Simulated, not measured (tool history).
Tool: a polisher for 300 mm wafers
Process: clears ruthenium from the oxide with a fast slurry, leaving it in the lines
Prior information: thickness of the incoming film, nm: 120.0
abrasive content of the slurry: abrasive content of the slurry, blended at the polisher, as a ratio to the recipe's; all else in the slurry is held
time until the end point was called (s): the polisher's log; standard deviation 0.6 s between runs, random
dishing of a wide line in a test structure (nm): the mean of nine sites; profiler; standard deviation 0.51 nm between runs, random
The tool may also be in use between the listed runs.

run  hour  flow of slurry (ml/min)  pressure of the wafer on the pad (kPa)  speed of the pad under the wafer (cm/s)  abrasive content of the slurry  overpolish time after the end point (s)  time until the end point was called (s)  dishing of a wide line in a test structure (nm)
  1   0.0                      210                                    11.7                                      114                             1.0                                       22                                   41.261                                           24.038
  2   7.5                      210                                    11.7                                       98                             1.0                                       22                                   45.505                                           23.817
  3  15.4                      210                                    11.7                                       98                             1.0                                       25                                   45.508                                           24.578
  4  22.8                      205                                    10.3                                       98                             1.0                                       27                                   52.100                                           23.394
  5  27.5                      205                                    10.3                                       98                             1.0                                       21                                   51.486                                           21.568
  6  31.6                      205                                     9.7                                       96                             1.0                                       26                                   55.977                                           23.042

Estimate the outcome of run 7 from the log above:
  7  34.7                      205                                     9.0                                       96                             1.0                                       28                                        ?                                                ?

{"run 7": {"time until the end point was called (s)": 60.689, "dishing of a wide line in a test structure (nm)": 23.312}}

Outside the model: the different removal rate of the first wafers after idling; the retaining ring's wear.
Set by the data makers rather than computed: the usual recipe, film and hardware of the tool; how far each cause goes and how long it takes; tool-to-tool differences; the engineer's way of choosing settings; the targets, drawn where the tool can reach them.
